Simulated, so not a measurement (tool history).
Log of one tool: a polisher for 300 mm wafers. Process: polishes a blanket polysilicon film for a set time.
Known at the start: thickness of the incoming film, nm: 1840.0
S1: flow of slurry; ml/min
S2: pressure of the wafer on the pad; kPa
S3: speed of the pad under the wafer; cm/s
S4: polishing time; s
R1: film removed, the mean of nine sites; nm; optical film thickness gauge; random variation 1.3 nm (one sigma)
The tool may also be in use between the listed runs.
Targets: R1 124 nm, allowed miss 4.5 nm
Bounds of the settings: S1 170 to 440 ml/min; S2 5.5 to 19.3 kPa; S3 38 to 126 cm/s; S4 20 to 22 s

run 1 day=0 | S1=280 S2=12.4 S3=82 S4=22 | R1=88.651
run 2 day=0.346 | S1=280 S2=10.3 S3=82 S4=22 | R1=78.844
run 3 day=0.479 | S1=280 S2=11.7 S3=82 S4=22 | R1=85.907
run 4 day=0.592 | S1=280 S2=12.4 S3=82 S4=22 | R1=90.603
run 5 day=0.825 | S1=280 S2=13.8 S3=82 S4=22 | R1=96.42
run 6 day=0.983 | S1=280 S2=14.5 S3=82 S4=22 | R1=99.063
run 7 day=1.338 | S1=280 S2=15.2 S3=82 S4=22 | R1=103.91
run 8 day=1.471 | S1=280 S2=15.9 S3=82 S4=22 | R1=108.41
run 9 day=1.633 | S1=280 S2=17.2 S3=82 S4=22 | R1=114.13
run 10 day=1.75 | S1=280 S2=17.9 S3=82 S4=22 | R1=118.32

Which of these 4 next moves meets every target?
run A day=1.867 | S1=240 S2=15.9 S3=94 S4=22 | R1=?
run B day=1.867 | S1=270 S2=19.3 S3=88 S4=22 | R1=?
run C day=1.867 | S1=300 S2=16.5 S3=96 S4=22 | R1=?
run D day=1.867 | S1=235 S2=19.3 S3=88 S4=22 | R1=?

move=A R1=122.25
move=B R1=135.28
move=C R1=130.76
move=D R1=134.18
A: meets every target
B: takes the result that was furthest off past its target
C: takes the result that was furthest off past its target
D: takes the result that was furthest off past its target
Answer: A

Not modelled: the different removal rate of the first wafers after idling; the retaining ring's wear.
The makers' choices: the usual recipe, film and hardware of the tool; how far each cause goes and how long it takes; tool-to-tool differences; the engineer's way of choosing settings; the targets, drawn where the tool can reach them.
